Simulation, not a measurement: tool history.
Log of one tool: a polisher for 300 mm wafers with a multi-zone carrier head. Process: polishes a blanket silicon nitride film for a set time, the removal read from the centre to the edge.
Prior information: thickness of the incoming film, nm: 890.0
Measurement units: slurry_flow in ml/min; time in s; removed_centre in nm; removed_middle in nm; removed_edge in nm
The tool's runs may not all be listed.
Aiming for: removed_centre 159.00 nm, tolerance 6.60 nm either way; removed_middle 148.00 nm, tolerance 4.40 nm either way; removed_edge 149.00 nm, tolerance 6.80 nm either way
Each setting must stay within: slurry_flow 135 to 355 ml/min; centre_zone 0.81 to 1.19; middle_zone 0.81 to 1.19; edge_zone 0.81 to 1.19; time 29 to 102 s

{"run": 1, "hour": 0.0, "slurry_flow": 225, "centre_zone": 1.0, "middle_zone": 1.0, "edge_zone": 1.0, "time": 65, "removed_centre": 179.95, "removed_middle": 187.01, "removed_edge": 188.32}
{"run": 2, "hour": 1.3, "slurry_flow": 220, "centre_zone": 1.01, "middle_zone": 0.97, "edge_zone": 0.95, "time": 62, "removed_centre": 173.18, "removed_middle": 170.71, "removed_edge": 174.71}
{"run": 3, "hour": 4.7, "slurry_flow": 220, "centre_zone": 1.01, "middle_zone": 0.89, "edge_zone": 0.95, "time": 62, "removed_centre": 175.94, "removed_middle": 160.41, "removed_edge": 174.0}
{"run": 4, "hour": 11.7, "slurry_flow": 200, "centre_zone": 1.01, "middle_zone": 0.89, "edge_zone": 0.95, "time": 62, "removed_centre": 174.99, "removed_middle": 156.45, "removed_edge": 177.52}
{"run": 5, "hour": 16.9, "slurry_flow": 170, "centre_zone": 1.01, "middle_zone": 0.89, "edge_zone": 0.95, "time": 62, "removed_centre": 167.01, "removed_middle": 153.57, "removed_edge": 166.11}
{"run": 6, "hour": 23.5, "slurry_flow": 170, "centre_zone": 1.01, "middle_zone": 0.89, "edge_zone": 0.92, "time": 62, "removed_centre": 168.08, "removed_middle": 153.8, "removed_edge": 167.41}
{"run": 7, "hour": 26.7, "slurry_flow": 160, "centre_zone": 1.02, "middle_zone": 0.91, "edge_zone": 0.89, "time": 61, "removed_centre": 164.35, "removed_middle": 153.62, "removed_edge": 160.64}
{"run": 8, "hour": 28.1, "slurry_flow": 155, "centre_zone": 1.03, "middle_zone": 0.91, "edge_zone": 0.87, "time": 60, "removed_centre": 161.79, "removed_middle": 148.93, "removed_edge": 154.07}

Below are 5 possible settings for the next run. Only one of them brings all results inside the allowed miss of their targets. Which is it?
{"run": "A", "hour": 29.5, "slurry_flow": 135, "centre_zone": 0.98, "middle_zone": 0.89, "edge_zone": 0.86, "time": 65, "removed_centre": "?", "removed_middle": "?", "removed_edge": "?"}
{"run": "B", "hour": 29.5, "slurry_flow": 135, "centre_zone": 0.99, "middle_zone": 0.88, "edge_zone": 0.87, "time": 65, "removed_centre": "?", "removed_middle": "?", "removed_edge": "?"}
{"run": "C", "hour": 29.5, "slurry_flow": 135, "centre_zone": 0.99, "middle_zone": 0.86, "edge_zone": 0.94, "time": 65, "removed_centre": "?", "removed_middle": "?", "removed_edge": "?"}
{"run": "D", "hour": 29.5, "slurry_flow": 135, "centre_zone": 0.97, "middle_zone": 0.9, "edge_zone": 0.9, "time": 62, "removed_centre": "?", "removed_middle": "?", "removed_edge": "?"}
{"run": "E", "hour": 29.5, "slurry_flow": 145, "centre_zone": 1.04, "middle_zone": 0.94, "edge_zone": 0.84, "time": 59, "removed_centre": "?", "removed_middle": "?", "removed_edge": "?"}

move=A removed_centre=166.27 removed_middle=156.39 removed_edge=168.28
move=B removed_centre=167.97 removed_middle=154.92 removed_edge=169.18
move=C removed_centre=167.95 removed_middle=152.00 removed_edge=175.35
move=D removed_centre=156.98 removed_middle=150.56 removed_edge=163.84
move=E removed_centre=162.29 removed_middle=150.16 removed_edge=152.25
A: the biggest miss grows against the last run
B: the biggest miss grows against the last run
C: the biggest miss grows against the last run
D: the biggest miss grows against the last run
E: each result inside its tolerance
Go with E: it meets all targets.
